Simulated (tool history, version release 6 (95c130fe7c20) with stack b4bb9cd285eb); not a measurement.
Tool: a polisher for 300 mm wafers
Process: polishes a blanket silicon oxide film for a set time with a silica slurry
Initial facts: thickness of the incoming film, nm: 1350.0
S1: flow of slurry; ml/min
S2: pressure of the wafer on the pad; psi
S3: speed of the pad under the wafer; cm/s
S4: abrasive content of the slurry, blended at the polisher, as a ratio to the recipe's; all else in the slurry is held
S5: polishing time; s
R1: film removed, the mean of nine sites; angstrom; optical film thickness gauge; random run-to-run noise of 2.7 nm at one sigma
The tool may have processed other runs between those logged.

Run 1, hour 0: S1 200 ml/min, S2 4.4 psi, S3 132 cm/s, S4 1, S5 86 s. Result: R1 2080.9 angstrom.
Run 2, hour 7.9: S1 200 ml/min, S2 4.4 psi, S3 132 cm/s, S4 1, S5 90 s. Result: R1 2159.4 angstrom.
Run 3, hour 8.6: S1 225 ml/min, S2 4.4 psi, S3 132 cm/s, S4 1, S5 90 s. Result: R1 2214.9 angstrom.
Run 4, hour 11.2: S1 225 ml/min, S2 4.5 psi, S3 132 cm/s, S4 1, S5 90 s. Result: R1 2275.7 angstrom.
Run 5, hour 16.4: S1 225 ml/min, S2 4.6 psi, S3 132 cm/s, S4 1, S5 90 s. Result: R1 2241.2 angstrom.
Run 6, hour 23.9: S1 225 ml/min, S2 4.7 psi, S3 132 cm/s, S4 1, S5 90 s. Result: R1 2323.1 angstrom.
At hour 28.2: conditioning disc replaced and pad reconditioned.
Run 7, hour 28.2: S1 225 ml/min, S2 4.8 psi, S3 132 cm/s, S4 1, S5 90 s. Result: R1 3722.8 angstrom.
Run 8, hour 35.4: S1 220 ml/min, S2 4.8 psi, S3 132 cm/s, S4 1, S5 90 s. Result: R1 3743.3 angstrom.

The next listed run, before its measurement:
Run 9, hour 44.2: S1 230 ml/min, S2 4.8 psi, S3 132 cm/s, S4 1, S5 90 s. Result: R1 ?.

{"run 9": {"R1": 3681.5}}
